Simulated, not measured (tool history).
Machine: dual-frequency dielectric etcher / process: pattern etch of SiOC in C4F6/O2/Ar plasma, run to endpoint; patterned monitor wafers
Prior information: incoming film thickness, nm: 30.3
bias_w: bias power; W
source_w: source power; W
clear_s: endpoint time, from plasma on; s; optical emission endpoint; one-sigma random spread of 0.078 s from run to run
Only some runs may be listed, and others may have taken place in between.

Run 1, hour 0.0: bias_w 356 W, source_w 290 W. Result: clear_s 12.856 s.
Run 2, hour 7.1: bias_w 406 W, source_w 290 W. Result: clear_s 12.329 s.
Run 3, hour 8.3: bias_w 406 W, source_w 330 W. Result: clear_s 11.603 s.
Run 4, hour 8.9: bias_w 436 W, source_w 330 W. Result: clear_s 11.305 s.
Run 5, hour 15.3: bias_w 474 W, source_w 330 W. Result: clear_s 11.072 s.
Run 6, hour 19.8: bias_w 426 W, source_w 300 W. Result: clear_s 11.919 s.

Run 7 comes next. What will it give?
Run 7, hour 25.9: bias_w 384 W, source_w 290 W. Result: clear_s ?.

clear_s: 12.542 s
